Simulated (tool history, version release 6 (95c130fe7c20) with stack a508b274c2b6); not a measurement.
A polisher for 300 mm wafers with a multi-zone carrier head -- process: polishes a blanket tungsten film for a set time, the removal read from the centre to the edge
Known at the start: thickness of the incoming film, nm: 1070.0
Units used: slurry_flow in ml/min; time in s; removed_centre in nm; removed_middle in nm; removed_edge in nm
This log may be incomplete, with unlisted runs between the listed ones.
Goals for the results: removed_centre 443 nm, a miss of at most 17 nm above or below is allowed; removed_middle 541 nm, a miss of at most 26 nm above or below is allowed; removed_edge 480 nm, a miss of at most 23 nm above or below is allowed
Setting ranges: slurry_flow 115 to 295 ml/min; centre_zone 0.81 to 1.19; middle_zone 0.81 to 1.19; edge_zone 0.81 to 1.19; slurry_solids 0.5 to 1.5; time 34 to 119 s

run 1 hour=0 | slurry_flow=190 centre_zone=1 middle_zone=1 edge_zone=1 slurry_solids=1 time=76 | removed_centre=342.93 removed_middle=339.28 removed_edge=340.89
run 2 hour=5.9 | slurry_flow=190 centre_zone=0.95 middle_zone=1 edge_zone=1 slurry_solids=1 time=76 | removed_centre=330.49 removed_middle=336.37 removed_edge=341.68
run 3 hour=10.2 | slurry_flow=195 centre_zone=0.94 middle_zone=1.05 edge_zone=1.02 slurry_solids=1.15 time=80 | removed_centre=360.4 removed_middle=389.8 removed_edge=377.51
run 4 hour=13.1 | slurry_flow=170 centre_zone=0.94 middle_zone=1.05 edge_zone=1.02 slurry_solids=1.15 time=80 | removed_centre=345.84 removed_middle=378.2 removed_edge=367.97
run 5 hour=20.8 | slurry_flow=190 centre_zone=0.94 middle_zone=1.09 edge_zone=1.05 slurry_solids=1.25 time=82 | removed_centre=367.13 removed_middle=414.34 removed_edge=400.23
run 6 hour=25.1 | slurry_flow=190 centre_zone=0.94 middle_zone=1.14 edge_zone=1.05 slurry_solids=1.25 time=82 | removed_centre=376.11 removed_middle=430.72 removed_edge=401.61
run 7 hour=31.8 | slurry_flow=235 centre_zone=0.89 middle_zone=1.19 edge_zone=1.05 slurry_solids=1.5 time=91 | removed_centre=419.59 removed_middle=535.97 removed_edge=471.03
run 8 hour=38.5 | slurry_flow=235 centre_zone=0.9 middle_zone=1.19 edge_zone=1.05 slurry_solids=1.5 time=91 | removed_centre=427.57 removed_middle=545.18 removed_edge=473.48

Which one of the following 5 next-run settings gets every result inside its allowed miss? There is exactly one.
run A hour=45.2 | slurry_flow=195 centre_zone=0.86 middle_zone=1.19 edge_zone=1.01 slurry_solids=1.5 time=94 | removed_centre=? removed_middle=? removed_edge=?
run B hour=45.2 | slurry_flow=240 centre_zone=0.86 middle_zone=1.19 edge_zone=0.94 slurry_solids=1.25 time=93 | removed_centre=? removed_middle=? removed_edge=?
run C hour=45.2 | slurry_flow=230 centre_zone=0.95 middle_zone=1.14 edge_zone=1.01 slurry_solids=1.45 time=97 | removed_centre=? removed_middle=? removed_edge=?
run D hour=45.2 | slurry_flow=295 centre_zone=0.91 middle_zone=1.16 edge_zone=1.01 slurry_solids=1.5 time=91 | removed_centre=? removed_middle=? removed_edge=?
run E hour=45.2 | slurry_flow=155 centre_zone=0.98 middle_zone=1.1 edge_zone=1.08 slurry_solids=1.45 time=103 | removed_centre=? removed_middle=? removed_edge=?

move=A removed_centre=409.65 removed_middle=536.78 removed_edge=481.08
move=B removed_centre=397.33 removed_middle=519.15 removed_edge=450.3
move=C removed_centre=473.66 removed_middle=539.59 removed_edge=499.87
move=D removed_centre=442.01 removed_middle=532.28 removed_edge=482.48
move=E removed_centre=489.02 removed_middle=527.01 removed_edge=524
A: moves away from the targets compared with the last run
B: moves away from the targets compared with the last run
C: takes the biggest miss from the last run beyond its target
D: all results in spec
E: takes the biggest miss from the last run beyond its target
D is the move that brings every result within its allowed miss.
